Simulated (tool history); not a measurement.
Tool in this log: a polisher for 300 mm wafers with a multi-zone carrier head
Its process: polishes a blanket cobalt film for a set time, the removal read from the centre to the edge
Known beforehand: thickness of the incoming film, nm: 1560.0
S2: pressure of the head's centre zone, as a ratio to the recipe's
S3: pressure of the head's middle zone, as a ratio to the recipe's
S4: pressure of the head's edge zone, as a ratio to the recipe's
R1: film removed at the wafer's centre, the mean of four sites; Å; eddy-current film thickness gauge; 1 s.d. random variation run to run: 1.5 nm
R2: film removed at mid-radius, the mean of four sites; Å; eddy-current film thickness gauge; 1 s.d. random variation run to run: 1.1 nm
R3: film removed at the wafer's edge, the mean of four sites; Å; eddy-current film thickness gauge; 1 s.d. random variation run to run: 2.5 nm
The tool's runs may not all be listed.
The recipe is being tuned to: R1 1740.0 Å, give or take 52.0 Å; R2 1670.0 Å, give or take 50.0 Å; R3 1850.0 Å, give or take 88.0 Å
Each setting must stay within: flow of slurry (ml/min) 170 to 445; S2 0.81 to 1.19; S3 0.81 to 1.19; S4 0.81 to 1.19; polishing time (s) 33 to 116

Run 1, hour 0.0: flow of slurry (ml/min) 285, S2 1.00, S3 1.00, S4 1.00, polishing time (s) 74. Result: R1 1935.5 Å, R2 1878.4 Å, R3 2000.5 Å.
Run 2, hour 4.5: flow of slurry (ml/min) 285, S2 1.00, S3 1.00, S4 0.92, polishing time (s) 74. Result: R1 1934.6 Å, R2 1888.9 Å, R3 1895.8 Å.
Run 3, hour 7.2: flow of slurry (ml/min) 285, S2 1.00, S3 1.00, S4 0.92, polishing time (s) 57. Result: R1 1478.3 Å, R2 1456.3 Å, R3 1443.1 Å.
Run 4, hour 15.8: flow of slurry (ml/min) 285, S2 1.00, S3 1.03, S4 0.92, polishing time (s) 57. Result: R1 1476.1 Å, R2 1492.6 Å, R3 1466.7 Å.
Run 5, hour 23.7: flow of slurry (ml/min) 290, S2 1.02, S3 1.04, S4 0.96, polishing time (s) 58. Result: R1 1539.2 Å, R2 1521.6 Å, R3 1533.8 Å.
Run 6, hour 32.6: flow of slurry (ml/min) 295, S2 1.03, S3 1.05, S4 0.99, polishing time (s) 59. Result: R1 1582.5 Å, R2 1555.2 Å, R3 1571.4 Å.
Run 7, hour 33.4: flow of slurry (ml/min) 300, S2 1.04, S3 1.06, S4 1.02, polishing time (s) 60. Result: R1 1644.5 Å, R2 1589.3 Å, R3 1684.9 Å.
Run 8, hour 40.6: flow of slurry (ml/min) 310, S2 1.04, S3 1.07, S4 1.03, polishing time (s) 60. Result: R1 1637.6 Å, R2 1638.4 Å, R3 1625.0 Å.
Run 9, hour 46.2: flow of slurry (ml/min) 300, S2 1.04, S3 1.07, S4 1.05, polishing time (s) 61. Result: R1 1660.9 Å, R2 1658.7 Å, R3 1652.8 Å.
Run 10, hour 50.7: flow of slurry (ml/min) 310, S2 1.04, S3 1.06, S4 1.07, polishing time (s) 61. Result: R1 1662.2 Å, R2 1620.7 Å, R3 1717.3 Å.
Run 11, hour 54.6: flow of slurry (ml/min) 315, S2 1.04, S3 1.06, S4 1.08, polishing time (s) 61. Result: R1 1652.3 Å, R2 1647.5 Å, R3 1731.5 Å.
At hour 58.1: edge zone pressure recalibrated.
Run 12, hour 58.1: flow of slurry (ml/min) 320, S2 1.05, S3 1.06, S4 1.09, polishing time (s) 61. Result: R1 1682.0 Å, R2 1629.1 Å, R3 1634.7 Å.
Run 13, hour 60.2: flow of slurry (ml/min) 300, S2 1.05, S3 1.06, S4 1.10, polishing time (s) 61. Result: R1 1670.0 Å, R2 1620.5 Å, R3 1634.1 Å.
Run 14, hour 61.1: flow of slurry (ml/min) 320, S2 1.05, S3 1.05, S4 1.10, polishing time (s) 61. Result: R1 1661.5 Å, R2 1614.0 Å, R3 1644.4 Å.
Run 15, hour 61.8: flow of slurry (ml/min) 290, S2 1.04, S3 1.05, S4 1.12, polishing time (s) 62. Result: R1 1678.1 Å, R2 1652.5 Å, R3 1678.1 Å.
Run 16, hour 63.3: flow of slurry (ml/min) 315, S2 1.04, S3 1.04, S4 1.12, polishing time (s) 62. Result: R1 1692.8 Å, R2 1631.8 Å, R3 1705.2 Å.
Run 17, hour 65.4: flow of slurry (ml/min) 330, S2 1.04, S3 1.04, S4 1.13, polishing time (s) 62. Result: R1 1701.1 Å, R2 1638.9 Å, R3 1677.7 Å.
Run 18, hour 69.2: flow of slurry (ml/min) 300, S2 1.03, S3 1.03, S4 1.14, polishing time (s) 63. Result: R1 1679.0 Å, R2 1649.4 Å, R3 1711.9 Å.
Run 19, hour 74.9: flow of slurry (ml/min) 310, S2 1.02, S3 1.01, S4 1.15, polishing time (s) 64. Result: R1 1713.6 Å, R2 1660.1 Å, R3 1731.0 Å.

Pick the move, out of 5, that brings all results within their allowed miss; only one does.
Run A, hour 80.6: flow of slurry (ml/min) 300, S2 1.08, S3 1.11, S4 1.17, polishing time (s) 61. Result: R1 ?, R2 ?, R3 ?.
Run B, hour 80.6: flow of slurry (ml/min) 270, S2 1.13, S3 1.16, S4 1.16, polishing time (s) 57. Result: R1 ?, R2 ?, R3 ?.
Run C, hour 80.6: flow of slurry (ml/min) 230, S2 0.99, S3 0.95, S4 1.18, polishing time (s) 69. Result: R1 ?, R2 ?, R3 ?.
Run D, hour 80.6: flow of slurry (ml/min) 235, S2 1.13, S3 1.18, S4 1.08, polishing time (s) 59. Result: R1 ?, R2 ?, R3 ?.
Run E, hour 80.6: flow of slurry (ml/min) 180, S2 1.17, S3 1.12, S4 1.14, polishing time (s) 62. Result: R1 ?, R2 ?, R3 ?.

move      R1      R2      R3
   A  1704.2  1684.0  1685.7
   B  1648.9  1611.9  1555.4
   C  1712.0  1647.8  1880.3
   D  1679.4  1666.7  1535.0
   E  1760.7  1626.3  1619.0
A: moves away from the targets compared with the last run
B: moves away from the targets compared with the last run
C: every result lands within tolerance
D: moves away from the targets compared with the last run
E: moves away from the targets compared with the last run
Go with C: it meets all targets.

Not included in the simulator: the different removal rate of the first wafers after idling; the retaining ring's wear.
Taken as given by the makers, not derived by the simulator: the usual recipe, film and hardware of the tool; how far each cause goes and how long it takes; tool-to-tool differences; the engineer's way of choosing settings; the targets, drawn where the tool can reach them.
